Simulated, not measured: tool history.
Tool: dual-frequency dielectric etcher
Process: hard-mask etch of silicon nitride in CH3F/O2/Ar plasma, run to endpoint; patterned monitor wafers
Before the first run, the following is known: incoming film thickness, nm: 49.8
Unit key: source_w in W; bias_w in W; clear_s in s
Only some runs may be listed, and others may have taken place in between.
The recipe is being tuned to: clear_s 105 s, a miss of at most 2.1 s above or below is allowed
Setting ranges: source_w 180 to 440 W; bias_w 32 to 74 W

run	hour	source_w	bias_w	clear_s
1	0	310	53	88.215
2	4	310	59	84.977
3	8.2	310	54	87.165
4	14.2	330	54	85.531
5	22.1	310	54	87.598
6	28.2	290	53	88.888
7	35.7	280	51	93.367
8	41.1	270	51	94.395

Which of these 5 next moves meets every target?
A	46.5	230	53	?
B	46.5	200	43	?
C	46.5	220	46	?
D	46.5	360	62	?
E	46.5	300	58	?

move	clear_s
A	100.51
B	113.17
C	106.64
D	79.778
E	87.659
A: gains on the last run, yet a result remains outside its allowed miss
B: pushes the last run's worst result past its target
C: every result within its allowed miss
D: further off than the last run
E: further off than the last run
The right move is C.
